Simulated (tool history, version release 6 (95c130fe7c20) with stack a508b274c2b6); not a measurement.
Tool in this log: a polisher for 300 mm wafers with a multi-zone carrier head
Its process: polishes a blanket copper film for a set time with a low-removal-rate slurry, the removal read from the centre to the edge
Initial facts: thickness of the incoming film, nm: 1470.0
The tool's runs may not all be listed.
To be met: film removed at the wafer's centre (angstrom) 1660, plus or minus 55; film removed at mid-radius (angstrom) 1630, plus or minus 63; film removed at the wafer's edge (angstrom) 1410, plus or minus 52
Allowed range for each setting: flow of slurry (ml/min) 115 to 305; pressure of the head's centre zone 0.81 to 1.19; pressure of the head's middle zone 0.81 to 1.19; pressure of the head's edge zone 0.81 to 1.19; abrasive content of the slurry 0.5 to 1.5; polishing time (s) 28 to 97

run  hour  flow of slurry (ml/min)  pressure of the head's centre zone  pressure of the head's middle zone  pressure of the head's edge zone  abrasive content of the slurry  polishing time (s)  film removed at the wafer's centre (angstrom)  film removed at mid-radius (angstrom)  film removed at the wafer's edge (angstrom)
  1     0                      195                                   1                                   1                                 1                               1                  62                                         1941.6                                 1983.2                                       1898.3
  2   4.5                      195                                1.02                                1.01                              0.95                            0.85                  60                                         1858.4                                 1864.8                                       1718.4
  3  11.5                      190                                1.02                                1.01                              0.91                            0.75                  59                                         1782.2                                 1789.8                                       1653.7
  4  14.5                      190                                1.02                                1.01                              0.91                             0.6                  59                                         1749.3                                 1740.2                                       1593.5
  5  16.3                      190                                1.02                                1.01                              0.91                             0.7                  59                                         1789.1                                   1804                                       1653.5
  6  17.9                      210                                1.02                                1.01                              0.91                             0.7                  59                                         1810.3                                 1842.5                                       1665.3
  7  19.5                      195                                1.03                                1.02                              0.88                            0.65                  58                                         1758.1                                 1768.5                                       1590.3
  8  21.1                      185                                1.04                                1.03                              0.86                             0.6                  57                                         1688.9                                 1739.1                                       1521.5
  9  27.6                      180                                1.06                                1.03                              0.85                            0.55                  57                                         1718.8                                 1671.3                                       1490.9
 10  31.6                      180                                1.06                                1.03                              0.85                            0.55                  57                                         1718.9                                 1673.1                                       1447.8

Consider the 5 candidate settings below. Which is the only one whose results all fall within their allowed miss of target?
  A  35.6                      130                                1.03                                1.13                              0.81                            0.75                  55                                              ?                                      ?                                            ?
  B  35.6                      210                                1.19                                1.02                              0.97                             0.5                  53                                              ?                                      ?                                            ?
  C  35.6                      160                                1.07                                1.03                              0.83                            0.55                  56                                              ?                                      ?                                            ?
  D  35.6                      185                                0.95                                0.95                              0.85                             0.7                  57                                              ?                                      ?                                            ?
  E  35.6                      160                                1.12                                   1                              0.81                             0.5                  59                                              ?                                      ?                                            ?

move  film removed at the wafer's centre (angstrom)  film removed at mid-radius (angstrom)  film removed at the wafer's edge (angstrom)
   A                                         1579.7                                 1766.5                                       1403.2
   B                                         1790.7                                 1600.1                                         1456
   C                                         1658.6                                 1662.6                                       1417.9
   D                                         1590.2                                 1682.9                                       1529.4
   E                                         1804.4                                 1693.5                                       1462.3
A: carries the result that was furthest off beyond its target, to the other side
B: moves away from the targets compared with the last run
C: every result within its allowed miss
D: carries the result that was furthest off beyond its target, to the other side
E: moves away from the targets compared with the last run
The move that meets every target is C.
